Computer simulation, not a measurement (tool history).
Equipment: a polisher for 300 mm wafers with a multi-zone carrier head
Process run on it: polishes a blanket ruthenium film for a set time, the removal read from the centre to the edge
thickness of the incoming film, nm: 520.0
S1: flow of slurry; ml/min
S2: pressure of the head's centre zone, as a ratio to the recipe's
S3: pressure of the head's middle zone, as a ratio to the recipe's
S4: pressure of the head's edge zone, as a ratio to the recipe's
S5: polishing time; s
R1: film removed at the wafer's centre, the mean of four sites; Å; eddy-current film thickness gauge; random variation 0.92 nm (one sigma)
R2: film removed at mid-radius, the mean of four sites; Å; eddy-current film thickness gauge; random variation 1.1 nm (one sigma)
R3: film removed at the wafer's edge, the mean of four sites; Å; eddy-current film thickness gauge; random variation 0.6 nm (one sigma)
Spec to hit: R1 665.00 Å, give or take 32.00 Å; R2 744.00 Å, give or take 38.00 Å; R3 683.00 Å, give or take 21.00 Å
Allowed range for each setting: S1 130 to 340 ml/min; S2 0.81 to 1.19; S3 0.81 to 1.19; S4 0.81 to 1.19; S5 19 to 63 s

run	hour	S1	S2	S3	S4	S5	R1	R2	R3
1	0.0	220	1.00	1.00	1.00	41	524.84	505.17	490.37
2	2.8	225	0.99	1.02	1.02	43	538.49	536.31	532.14
3	11.2	280	0.99	1.02	1.02	43	553.68	554.12	541.07
4	17.5	280	0.99	1.02	1.08	43	562.77	571.53	563.42
5	26.4	280	0.99	1.02	1.08	37	478.99	494.65	482.12
6	32.3	280	1.07	1.02	1.08	37	521.47	477.44	480.16
7	34.8	285	1.06	1.05	1.09	39	553.42	520.64	499.79
8	39.5	290	1.04	1.06	1.11	41	553.40	557.58	534.37
9	40.4	295	1.04	1.07	1.12	43	592.97	583.72	565.22
10	43.8	300	1.03	1.09	1.13	44	604.05	624.00	580.64

Which one of the following 4 next-run settings gets every result inside its allowed miss? There is exactly one.
A	47.2	315	1.05	1.08	1.12	39	?	?	?
B	47.2	230	0.99	1.13	1.13	53	?	?	?
C	47.2	265	1.01	0.97	1.18	42	?	?	?
D	47.2	270	0.92	1.01	1.19	59	?	?	?

move	R1	R2	R3
A	540.14	551.05	521.86
B	664.89	751.19	692.86
C	547.78	532.12	570.29
D	702.27	775.42	805.54
A: lands further from the targets than the last run did
B: all results land within tolerance of their targets
C: lands further from the targets than the last run did
D: moves the result that the last run missed by most past its target, out the other side
B is the move that brings every result within its allowed miss.

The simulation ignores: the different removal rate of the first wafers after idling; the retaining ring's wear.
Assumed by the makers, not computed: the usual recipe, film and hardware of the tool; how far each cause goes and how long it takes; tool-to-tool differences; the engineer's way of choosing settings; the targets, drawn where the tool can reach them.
